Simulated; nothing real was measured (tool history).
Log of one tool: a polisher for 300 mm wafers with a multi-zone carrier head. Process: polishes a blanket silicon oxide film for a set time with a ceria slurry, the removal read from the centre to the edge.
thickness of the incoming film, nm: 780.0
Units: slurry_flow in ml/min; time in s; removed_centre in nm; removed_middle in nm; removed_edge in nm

run,hour,slurry_flow,centre_zone,middle_zone,edge_zone,time,removed_centre,removed_middle,removed_edge
1,0,300,1,1,1,37,257.49,250.7,252.26
2,7.3,300,1,1.08,1,37,258.63,275.61,251.58
3,8.9,350,1,1.08,1,37,260.38,275.52,254.11
4,14.5,350,1,1.08,1,41,291.71,307.8,284.53
5,18.9,350,1,1.08,0.93,41,290.16,302.2,272.94
6,25.7,350,1,1.08,0.93,35,249.09,256.95,231.01
7,30.3,350,1,1.08,0.93,35,249.46,257.98,234.56
8,33.1,365,1.02,1.06,1,38,276.01,275.64,263.65
9,34.4,375,1.04,1.07,1.06,40,302.27,296.05,289.17
10,38.3,385,1.04,1.08,1.1,41,307.75,303.18,297.29

Forecast run 11:
11,40.5,385,1.04,1.08,1.1,41,?,?,?

Run 11 gave removed_centre 308.14 nm, removed_middle 303.74 nm, removed_edge 300.84 nm.
